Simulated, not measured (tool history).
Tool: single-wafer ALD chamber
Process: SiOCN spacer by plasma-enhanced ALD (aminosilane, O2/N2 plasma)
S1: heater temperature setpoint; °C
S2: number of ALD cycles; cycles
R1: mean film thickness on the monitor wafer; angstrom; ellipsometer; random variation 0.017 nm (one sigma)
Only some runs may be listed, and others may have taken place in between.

{"run": 1, "hour": 0.0, "S1": 390, "S2": 53, "R1": 32.997}
{"run": 2, "hour": 7.8, "S1": 390, "S2": 55, "R1": 34.379}
{"run": 3, "hour": 11.6, "S1": 390, "S2": 51, "R1": 31.89}
{"run": 4, "hour": 18.7, "S1": 390, "S2": 53, "R1": 32.814}
{"hour": 26.7, "done": "thermocouple changed; heater temperature recalibrated"}
{"run": 5, "hour": 26.7, "S1": 395, "S2": 53, "R1": 33.321}
{"run": 6, "hour": 28.6, "S1": 395, "S2": 59, "R1": 36.74}
{"run": 7, "hour": 30.4, "S1": 395, "S2": 59, "R1": 36.521}

Run 8 has not been measured yet. What should we expect?
{"run": 8, "hour": 36.1, "S1": 395, "S2": 64, "R1": "?"}

R1: 39.956 angstrom
